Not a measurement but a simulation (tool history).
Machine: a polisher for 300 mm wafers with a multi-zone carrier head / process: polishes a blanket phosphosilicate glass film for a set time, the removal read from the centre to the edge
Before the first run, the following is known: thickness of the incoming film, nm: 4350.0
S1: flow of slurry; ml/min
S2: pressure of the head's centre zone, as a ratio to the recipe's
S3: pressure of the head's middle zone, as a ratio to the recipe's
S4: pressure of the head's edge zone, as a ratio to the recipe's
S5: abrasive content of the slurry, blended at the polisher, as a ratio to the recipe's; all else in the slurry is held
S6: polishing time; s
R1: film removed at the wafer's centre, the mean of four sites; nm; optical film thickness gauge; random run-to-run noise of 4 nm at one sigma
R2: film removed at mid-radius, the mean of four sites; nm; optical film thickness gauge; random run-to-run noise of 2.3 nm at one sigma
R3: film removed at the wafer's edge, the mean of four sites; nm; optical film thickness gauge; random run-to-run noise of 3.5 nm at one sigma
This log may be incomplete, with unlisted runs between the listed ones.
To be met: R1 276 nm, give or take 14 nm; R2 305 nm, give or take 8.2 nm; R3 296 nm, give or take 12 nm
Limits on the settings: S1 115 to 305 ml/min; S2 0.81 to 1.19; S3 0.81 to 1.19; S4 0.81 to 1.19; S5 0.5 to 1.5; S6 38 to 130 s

run   hour   S1    S2    S3    S4    S5  S6      R1      R2      R3
  1      0  195     1     1     1     1  84  528.93  525.63  532.12
  2      3  195     1     1     1     1  70  445.29  444.36  449.84
  3    6.5  195     1     1  1.07     1  70  428.11  441.08  461.18
  4   11.5  190  0.96     1  1.02  0.85  66  349.63  363.08  375.75
  5     19  190  0.96  1.04  1.02  0.85  66  351.75  379.72  379.59
  6   25.3  190  0.96  1.04  1.02  0.95  66  384.29  412.44  400.48
  7   34.2  175  0.91  1.02  0.98   0.9  65  336.64  378.47  374.23
  8   41.9  175  0.91  0.98  0.88  0.65  63  237.52  255.45  250.33
  9   45.4  190  0.92     1  0.92  0.65  63  248.87   265.6  266.01
 10   48.1  190  0.92     1  0.92  0.65  63  246.19  263.11  259.13
 11   54.2  190  0.92     1  0.92  0.65  63  243.52  263.94  256.92
 12   59.6  185  0.94  1.03  0.96  0.65  63  239.84  270.77  260.45
 13   66.2  215  0.93  1.04  0.97  0.65  63   247.4  276.35  270.04
 14   69.5  215  0.96  1.05     1  0.65  63  253.79  276.68  274.37
 15   70.7  215  0.98  1.07  1.02  0.65  63  260.59  285.93  275.65
 16   77.1  215  0.99  1.08  1.04  0.65  63  264.07  287.53  276.05
 17   78.3  255  0.98  1.09  1.11   0.7  63  296.17  318.41  316.47
 18   83.8  255  0.97  1.09  1.09   0.7  63  293.31  320.57  308.46
 19   90.3  255  0.97  1.09  1.09   0.7  63  285.36  321.39  323.99
 20   94.3  245  0.97  1.09  1.07   0.7  63  286.49   319.5  310.12
 21   99.9  240  0.97  1.08  1.05   0.7  63     283  320.65  309.12
 22  104.8  230  0.97  1.08  1.04   0.7  63  287.93  315.33  304.82

Below are 5 possible settings for the next run. Only one of them brings all results inside the allowed miss of their targets. Which is it?
  A  109.7  180  0.95  0.94  1.05  0.75  62   ?   ?   ?
  B  109.7  240  0.93  1.14  1.15   0.6  77   ?   ?   ?
  C  109.7  155  0.93  1.16  0.97   0.8  58   ?   ?   ?
  D  109.7  300  0.94  0.97  1.14  0.65  69   ?   ?   ?
  E  109.7  300  0.92  1.01  0.94   0.7  62   ?   ?   ?

move      R1      R2      R3
   A  275.51  287.44  324.69
   B  264.34  330.04  327.43
   C  262.44  334.95   305.4
   D  274.64  295.29  333.46
   E  264.53  300.76   298.3
A: moves the result that the last run missed by most past its target, out the other side
B: misses by more than the last run did
C: misses by more than the last run did
D: moves the result that the last run missed by most past its target, out the other side
E: every result within its allowed miss
The move that meets every target is E.

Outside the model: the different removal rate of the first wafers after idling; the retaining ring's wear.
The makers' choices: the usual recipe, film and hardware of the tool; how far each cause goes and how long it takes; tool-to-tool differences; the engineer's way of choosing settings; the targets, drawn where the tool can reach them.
